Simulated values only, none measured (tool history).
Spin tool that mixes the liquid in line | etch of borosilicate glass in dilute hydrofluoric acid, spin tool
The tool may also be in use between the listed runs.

run  hour  temperature setpoint of the liquid (K)  parts of water to one part of 49 % hydrofluoric acid (parts by volume)  time under the liquid (s)  thickness taken off the borosilicate glass on a monitor wafer (nm)
  1     0                                  298.15                                                                     120                        205                                                              37.253
  2   5.2                                  298.15                                                                     120                        205                                                              37.473
  3   7.6                                  295.65                                                                     120                        205                                                              34.095
  4  11.8                                  297.65                                                                     120                        205                                                              36.734
  5  14.9                                  297.65                                                                     120                        220                                                              39.704
  6  21.1                                  298.65                                                                     120                        220                                                              41.153
  7  23.3                                  299.65                                                                     120                        220                                                              42.447
  8    30                                  300.65                                                                     120                        220                                                              44.349
  9  35.4                                  301.15                                                                     120                        220                                                              45.238
 10  43.4                                  301.65                                                                     120                        220                                                              46.016

The next listed run, before its measurement:
 11  48.3                                  302.15                                                                     120                        220                                                                   ?

thickness taken off the borosilicate glass on a monitor wafer (nm): 46.952
